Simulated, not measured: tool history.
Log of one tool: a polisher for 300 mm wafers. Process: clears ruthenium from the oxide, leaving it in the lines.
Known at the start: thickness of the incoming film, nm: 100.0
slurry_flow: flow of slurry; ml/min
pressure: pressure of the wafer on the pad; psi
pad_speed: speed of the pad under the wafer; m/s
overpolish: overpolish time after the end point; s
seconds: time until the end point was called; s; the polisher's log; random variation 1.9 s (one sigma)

run 1 day=0.000 | slurry_flow=210 pressure=1.5 pad_speed=1.26 overpolish=45 | seconds=113.52
run 2 day=0.350 | slurry_flow=210 pressure=1.5 pad_speed=1.00 overpolish=45 | seconds=139.73
run 3 day=0.533 | slurry_flow=210 pressure=1.4 pad_speed=1.00 overpolish=45 | seconds=145.55
run 4 day=0.804 | slurry_flow=210 pressure=1.4 pad_speed=0.82 overpolish=45 | seconds=172.40
run 5 day=1.038 | slurry_flow=185 pressure=1.4 pad_speed=0.82 overpolish=45 | seconds=173.99
run 6 day=1.308 | slurry_flow=185 pressure=1.4 pad_speed=0.94 overpolish=45 | seconds=156.33
run 7 day=1.454 | slurry_flow=185 pressure=1.3 pad_speed=0.94 overpolish=45 | seconds=162.48

Run 8 comes next. What will it give?
run 8 day=1.538 | slurry_flow=185 pressure=1.3 pad_speed=0.94 overpolish=45 | seconds=?

{"run 8": {"seconds": 163.91}}

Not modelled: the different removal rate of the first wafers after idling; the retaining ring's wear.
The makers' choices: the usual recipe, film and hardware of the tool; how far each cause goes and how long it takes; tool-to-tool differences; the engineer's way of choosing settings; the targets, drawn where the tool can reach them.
